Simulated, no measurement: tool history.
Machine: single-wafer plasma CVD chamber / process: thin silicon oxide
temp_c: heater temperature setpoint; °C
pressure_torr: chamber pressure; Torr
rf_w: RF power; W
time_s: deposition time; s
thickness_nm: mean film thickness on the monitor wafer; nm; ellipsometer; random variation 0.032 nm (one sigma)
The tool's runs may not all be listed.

{"run": 1, "hour": 0.0, "temp_c": 410, "pressure_torr": 0.866, "rf_w": 285, "time_s": 4.34, "thickness_nm": 8.4869}
{"run": 2, "hour": 2.3, "temp_c": 410, "pressure_torr": 0.759, "rf_w": 285, "time_s": 4.34, "thickness_nm": 7.5242}
{"run": 3, "hour": 3.4, "temp_c": 410, "pressure_torr": 0.759, "rf_w": 260, "time_s": 4.34, "thickness_nm": 7.3238}
{"run": 4, "hour": 8.7, "temp_c": 410, "pressure_torr": 0.766, "rf_w": 260, "time_s": 4.34, "thickness_nm": 7.348}
{"run": 5, "hour": 13.6, "temp_c": 410, "pressure_torr": 0.772, "rf_w": 260, "time_s": 4.34, "thickness_nm": 7.4058}
{"run": 6, "hour": 14.6, "temp_c": 410, "pressure_torr": 0.777, "rf_w": 260, "time_s": 4.34, "thickness_nm": 7.5131}

The next listed run, before its measurement:
{"run": 7, "hour": 21.5, "temp_c": 410, "pressure_torr": 0.781, "rf_w": 260, "time_s": 4.34, "thickness_nm": "?"}

Run 7 gave thickness_nm 7.5277 nm.
